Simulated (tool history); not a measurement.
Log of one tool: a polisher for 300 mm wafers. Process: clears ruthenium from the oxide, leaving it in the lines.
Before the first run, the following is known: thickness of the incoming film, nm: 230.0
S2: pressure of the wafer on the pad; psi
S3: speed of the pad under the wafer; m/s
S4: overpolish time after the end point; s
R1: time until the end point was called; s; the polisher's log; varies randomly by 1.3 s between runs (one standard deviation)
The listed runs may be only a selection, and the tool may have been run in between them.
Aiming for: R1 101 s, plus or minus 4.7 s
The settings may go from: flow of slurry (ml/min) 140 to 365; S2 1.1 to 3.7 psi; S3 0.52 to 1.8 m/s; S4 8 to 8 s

Run 1, hour 0: flow of slurry (ml/min) 235, S2 2.4 psi, S3 1.16 m/s, S4 8 s. Result: R1 162.17 s.
Run 2, hour 1.8: flow of slurry (ml/min) 235, S2 2.1 psi, S3 1.16 m/s, S4 8 s. Result: R1 179.42 s.
Run 3, hour 7.9: flow of slurry (ml/min) 235, S2 2.1 psi, S3 0.92 m/s, S4 8 s. Result: R1 217.18 s.
Run 4, hour 13.6: flow of slurry (ml/min) 210, S2 2.1 psi, S3 0.92 m/s, S4 8 s. Result: R1 215.75 s.
Run 5, hour 16.8: flow of slurry (ml/min) 210, S2 2.1 psi, S3 0.92 m/s, S4 8 s. Result: R1 209.81 s.
Run 6, hour 21.1: flow of slurry (ml/min) 250, S2 2.1 psi, S3 0.92 m/s, S4 8 s. Result: R1 215.59 s.
Run 7, hour 26.5: flow of slurry (ml/min) 250, S2 2.4 psi, S3 0.98 m/s, S4 8 s. Result: R1 180.04 s.
Run 8, hour 33: flow of slurry (ml/min) 250, S2 2.7 psi, S3 1 m/s, S4 8 s. Result: R1 158.46 s.
Run 9, hour 36.3: flow of slurry (ml/min) 250, S2 2.9 psi, S3 1.02 m/s, S4 8 s. Result: R1 147.82 s.
Run 10, hour 38.1: flow of slurry (ml/min) 250, S2 3.1 psi, S3 1.06 m/s, S4 8 s. Result: R1 132.63 s.
At hour 43.1: slurry nozzle cleaned.
Run 11, hour 43.1: flow of slurry (ml/min) 250, S2 3.2 psi, S3 1.08 m/s, S4 8 s. Result: R1 127.57 s.
Run 12, hour 47.5: flow of slurry (ml/min) 250, S2 3.3 psi, S3 1.1 m/s, S4 8 s. Result: R1 121.35 s.
Run 13, hour 51.7: flow of slurry (ml/min) 250, S2 3.4 psi, S3 1.12 m/s, S4 8 s. Result: R1 121.51 s.
Run 14, hour 60: flow of slurry (ml/min) 255, S2 3.5 psi, S3 1.14 m/s, S4 8 s. Result: R1 113.56 s.
Run 15, hour 68.9: flow of slurry (ml/min) 255, S2 3.5 psi, S3 1.14 m/s, S4 8 s. Result: R1 112.97 s.
Run 16, hour 76.6: flow of slurry (ml/min) 255, S2 3.5 psi, S3 1.16 m/s, S4 8 s. Result: R1 112.18 s.
Run 17, hour 83.1: flow of slurry (ml/min) 255, S2 3.5 psi, S3 1.18 m/s, S4 8 s. Result: R1 107.94 s.
Run 18, hour 86.2: flow of slurry (ml/min) 255, S2 3.5 psi, S3 1.18 m/s, S4 8 s. Result: R1 111.46 s.

Which single option among these 4 for the next run brings every result within its allowed miss of target? Just one does.
Run A, hour 89.3: flow of slurry (ml/min) 230, S2 3.7 psi, S3 1.48 m/s, S4 8 s. Result: R1 ?.
Run B, hour 89.3: flow of slurry (ml/min) 340, S2 3.4 psi, S3 1.14 m/s, S4 8 s. Result: R1 ?.
Run C, hour 89.3: flow of slurry (ml/min) 255, S2 3 psi, S3 1.62 m/s, S4 8 s. Result: R1 ?.
Run D, hour 89.3: flow of slurry (ml/min) 250, S2 3.7 psi, S3 1.48 m/s, S4 8 s. Result: R1 ?.

move      R1
   A  92.418
   B  118.11
   C  104.13
   D  91.896
A: pushes the last run's worst result past its target
B: the biggest miss grows against the last run
C: all results in spec
D: pushes the last run's worst result past its target
C is the move that brings every result within its allowed miss.

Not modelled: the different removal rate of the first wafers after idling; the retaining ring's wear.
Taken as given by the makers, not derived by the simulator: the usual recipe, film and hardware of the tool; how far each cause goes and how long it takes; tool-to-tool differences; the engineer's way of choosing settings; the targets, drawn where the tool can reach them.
